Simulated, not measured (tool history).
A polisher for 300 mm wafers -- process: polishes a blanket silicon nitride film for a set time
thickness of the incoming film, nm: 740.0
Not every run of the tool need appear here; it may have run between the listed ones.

| run | hour | flow of slurry (ml/min) | pressure of the wafer on the pad (kPa) | speed of the pad under the wafer (cm/s) | polishing time (s) | film removed (Å) |
|---|---|---|---|---|---|---|
| 1 | 0.0 | 135 | 20.0 | 132 | 38 | 649.21 |
| 2 | 3.9 | 150 | 20.0 | 132 | 38 | 655.70 |
| 3 | 12.2 | 150 | 17.2 | 122 | 38 | 533.12 |
| 4 | 19.6 | 150 | 15.2 | 122 | 38 | 474.65 |
| 5 | 25.8 | 140 | 15.2 | 122 | 38 | 473.07 |
| 6 | 26.3 | 140 | 13.8 | 116 | 38 | 408.22 |
| 7 | 33.0 | 135 | 12.4 | 116 | 38 | 365.23 |
| 8 | 38.0 | 125 | 11.7 | 116 | 38 | 331.35 |
| 9 | 40.0 | 120 | 11.7 | 116 | 38 | 330.90 |

Predict the results of run 10:
| 10 | 45.1 | 115 | 11.7 | 116 | 38 | ? |

{"run 10": {"film removed (Å)": 326.71}}
